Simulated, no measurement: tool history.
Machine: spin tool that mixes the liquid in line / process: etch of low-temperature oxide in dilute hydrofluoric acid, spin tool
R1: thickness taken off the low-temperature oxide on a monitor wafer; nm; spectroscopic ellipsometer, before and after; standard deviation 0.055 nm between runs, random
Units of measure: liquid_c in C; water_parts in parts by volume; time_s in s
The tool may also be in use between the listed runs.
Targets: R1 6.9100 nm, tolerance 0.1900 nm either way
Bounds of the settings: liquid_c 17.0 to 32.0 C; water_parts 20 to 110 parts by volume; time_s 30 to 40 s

Run 1, hour 0.0: liquid_c 24.0 C, water_parts 60 parts by volume, time_s 40 s. Result: R1 8.2374 nm.
Run 2, hour 1.5: liquid_c 23.5 C, water_parts 60 parts by volume, time_s 40 s. Result: R1 8.2276 nm.
Run 3, hour 8.6: liquid_c 23.5 C, water_parts 40 parts by volume, time_s 40 s. Result: R1 12.4590 nm.
Run 4, hour 13.1: liquid_c 22.5 C, water_parts 45 parts by volume, time_s 40 s. Result: R1 10.8480 nm.
Run 5, hour 19.4: liquid_c 22.0 C, water_parts 45 parts by volume, time_s 40 s. Result: R1 10.4690 nm.
At hour 24.5: thermometer replaced.
Run 6, hour 24.5: liquid_c 21.5 C, water_parts 45 parts by volume, time_s 40 s. Result: R1 10.7590 nm.
Run 7, hour 29.8: liquid_c 21.0 C, water_parts 50 parts by volume, time_s 40 s. Result: R1 9.6232 nm.
Run 8, hour 37.3: liquid_c 20.5 C, water_parts 50 parts by volume, time_s 40 s. Result: R1 9.3058 nm.
Run 9, hour 45.5: liquid_c 20.0 C, water_parts 50 parts by volume, time_s 40 s. Result: R1 9.1069 nm.
Run 10, hour 48.0: liquid_c 19.5 C, water_parts 50 parts by volume, time_s 40 s. Result: R1 8.8446 nm.
Run 11, hour 54.2: liquid_c 19.5 C, water_parts 50 parts by volume, time_s 40 s. Result: R1 9.0866 nm.
Run 12, hour 56.5: liquid_c 19.0 C, water_parts 50 parts by volume, time_s 40 s. Result: R1 8.8521 nm.
Run 13, hour 62.6: liquid_c 18.5 C, water_parts 50 parts by volume, time_s 40 s. Result: R1 8.4946 nm.
Run 14, hour 63.9: liquid_c 17.5 C, water_parts 55 parts by volume, time_s 40 s. Result: R1 7.3786 nm.
Run 15, hour 65.3: liquid_c 17.0 C, water_parts 55 parts by volume, time_s 40 s. Result: R1 7.2953 nm.
Run 16, hour 71.1: liquid_c 17.0 C, water_parts 60 parts by volume, time_s 40 s. Result: R1 6.5136 nm.

4 candidate next runs follow, results not yet known. Just one meets every target within its allowed miss. Identify it.
Run A, hour 76.9: liquid_c 17.5 C, water_parts 65 parts by volume, time_s 40 s. Result: R1 ?.
Run B, hour 76.9: liquid_c 20.0 C, water_parts 65 parts by volume, time_s 40 s. Result: R1 ?.
Run C, hour 76.9: liquid_c 17.0 C, water_parts 55 parts by volume, time_s 40 s. Result: R1 ?.
Run D, hour 76.9: liquid_c 18.0 C, water_parts 50 parts by volume, time_s 30 s. Result: R1 ?.

move      R1
   A  6.2351
   B  6.9336
   C  7.2921
   D  6.3173
A: further off than the last run
B: hits every target within its allowed miss
C: the result that was furthest off in the last run now lies on the other side of its target
D: further off than the last run
B is the move that brings every result within its allowed miss.
